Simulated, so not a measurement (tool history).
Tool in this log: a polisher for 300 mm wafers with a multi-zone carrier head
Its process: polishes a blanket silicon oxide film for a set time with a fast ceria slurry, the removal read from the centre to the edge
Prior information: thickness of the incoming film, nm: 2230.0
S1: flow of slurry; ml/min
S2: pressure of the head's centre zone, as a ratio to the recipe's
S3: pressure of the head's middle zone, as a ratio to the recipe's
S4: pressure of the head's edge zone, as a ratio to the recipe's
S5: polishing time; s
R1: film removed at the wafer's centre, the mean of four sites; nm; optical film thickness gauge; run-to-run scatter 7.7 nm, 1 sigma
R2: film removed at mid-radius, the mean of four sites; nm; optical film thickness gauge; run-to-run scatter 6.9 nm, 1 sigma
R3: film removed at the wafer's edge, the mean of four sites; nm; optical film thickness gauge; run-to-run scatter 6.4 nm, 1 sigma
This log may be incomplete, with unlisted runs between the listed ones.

| run | hour | S1 | S2 | S3 | S4 | S5 | R1 | R2 | R3 |
|---|---|---|---|---|---|---|---|---|---|
| 1 | 0.0 | 265 | 1.00 | 1.00 | 1.00 | 57 | 758.74 | 760.10 | 738.33 |
| 2 | 4.9 | 265 | 1.00 | 1.00 | 0.93 | 57 | 743.95 | 777.48 | 718.46 |
| 3 | 13.4 | 265 | 0.93 | 1.00 | 0.93 | 57 | 705.05 | 759.47 | 722.73 |
| 4 | 18.4 | 265 | 0.93 | 1.00 | 0.87 | 57 | 696.52 | 754.81 | 706.18 |
| 5 | 21.8 | 260 | 0.94 | 0.97 | 0.86 | 57 | 706.81 | 746.78 | 700.10 |
| 6 | 27.0 | 255 | 0.94 | 0.94 | 0.86 | 57 | 700.60 | 730.49 | 696.31 |
| 7 | 32.4 | 255 | 0.94 | 0.94 | 0.86 | 57 | 691.34 | 734.15 | 692.58 |
| 8 | 39.6 | 260 | 0.96 | 0.91 | 0.89 | 56 | 718.29 | 698.01 | 690.24 |
| 9 | 44.1 | 255 | 0.96 | 0.90 | 0.89 | 56 | 706.49 | 689.67 | 684.41 |

Run 10 is up next; what results do you expect?
| 10 | 52.7 | 255 | 0.96 | 0.89 | 0.89 | 56 | ? | ? | ? |

Run 10 gave R1 697.48 nm, R2 696.95 nm, R3 693.74 nm.
